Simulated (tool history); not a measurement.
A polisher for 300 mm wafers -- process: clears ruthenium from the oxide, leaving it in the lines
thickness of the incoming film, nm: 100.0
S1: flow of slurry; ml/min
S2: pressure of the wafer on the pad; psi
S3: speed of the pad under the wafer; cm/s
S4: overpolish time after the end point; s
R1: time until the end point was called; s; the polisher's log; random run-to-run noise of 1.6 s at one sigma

Run 1, day 0: S1 195 ml/min, S2 1.7 psi, S3 118 cm/s, S4 10 s. Result: R1 116.83 s.
Run 2, day 0.158: S1 195 ml/min, S2 1.9 psi, S3 118 cm/s, S4 10 s. Result: R1 106.28 s.
Run 3, day 0.529: S1 195 ml/min, S2 1.9 psi, S3 102 cm/s, S4 10 s. Result: R1 121.17 s.
Run 4, day 0.833: S1 190 ml/min, S2 1.7 psi, S3 102 cm/s, S4 10 s. Result: R1 132.66 s.
Run 5, day 1.008: S1 190 ml/min, S2 1.7 psi, S3 102 cm/s, S4 10 s. Result: R1 134.47 s.
Run 6, day 1.067: S1 190 ml/min, S2 1.7 psi, S3 102 cm/s, S4 10 s. Result: R1 134.16 s.
Run 7, day 1.346: S1 190 ml/min, S2 1.7 psi, S3 102 cm/s, S4 10 s. Result: R1 131.64 s.
Run 8, day 1.392: S1 190 ml/min, S2 1.7 psi, S3 102 cm/s, S4 10 s. Result: R1 134.68 s.
Run 9, day 1.483: S1 190 ml/min, S2 1.7 psi, S3 102 cm/s, S4 10 s. Result: R1 134.14 s.
Run 10, day 1.85: S1 185 ml/min, S2 1.5 psi, S3 102 cm/s, S4 10 s. Result: R1 146.37 s.

Predict the results of run 11:
Run 11, day 2.062: S1 185 ml/min, S2 1.3 psi, S3 102 cm/s, S4 10 s. Result: R1 ?.

R1: 163.15 s

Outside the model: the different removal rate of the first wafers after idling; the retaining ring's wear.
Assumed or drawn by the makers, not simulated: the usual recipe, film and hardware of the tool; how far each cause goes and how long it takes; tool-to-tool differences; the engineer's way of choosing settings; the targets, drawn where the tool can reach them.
